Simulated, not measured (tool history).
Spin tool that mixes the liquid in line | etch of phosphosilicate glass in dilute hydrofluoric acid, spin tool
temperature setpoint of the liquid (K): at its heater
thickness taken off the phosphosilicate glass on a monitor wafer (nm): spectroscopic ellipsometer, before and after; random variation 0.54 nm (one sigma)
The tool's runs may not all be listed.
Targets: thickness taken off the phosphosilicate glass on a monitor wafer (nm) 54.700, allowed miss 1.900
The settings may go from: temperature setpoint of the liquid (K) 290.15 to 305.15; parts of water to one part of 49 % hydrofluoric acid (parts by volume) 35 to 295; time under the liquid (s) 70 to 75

run  hour  temperature setpoint of the liquid (K)  parts of water to one part of 49 % hydrofluoric acid (parts by volume)  time under the liquid (s)  thickness taken off the phosphosilicate glass on a monitor wafer (nm)
  1   0.0                                  297.15                                                                     165                         70                                                                 71.192
  2   6.0                                  298.65                                                                     165                         70                                                                 77.322
  3  13.6                                  296.15                                                                     165                         70                                                                 70.031
  4  19.7                                  294.15                                                                     170                         70                                                                 62.295
  5  24.7                                  296.15                                                                     170                         70                                                                 66.486
  6  27.4                                  296.15                                                                     135                         70                                                                 87.630
  7  34.5                                  294.15                                                                     145                         70                                                                 74.095
  8  35.7                                  293.15                                                                     150                         70                                                                 69.733
  9  43.8                                  292.15                                                                     155                         70                                                                 63.873

4 next moves are on the table. One of them brings every result within its allowed miss. Which?
  A  51.9                                  290.15                                                                     125                         75                                                                      ?
  B  51.9                                  290.65                                                                     135                         75                                                                      ?
  C  51.9                                  292.15                                                                     175                         70                                                                      ?
  D  51.9                                  290.15                                                                     175                         70                                                                      ?

move  thickness taken off the phosphosilicate glass on a monitor wafer (nm)
   A                                                                 79.467
   B                                                                 74.370
   C                                                                 54.674
   D                                                                 50.469
A: further off than the last run
B: further off than the last run
C: meets every target
D: takes the result that was furthest off past its target
Answer: C
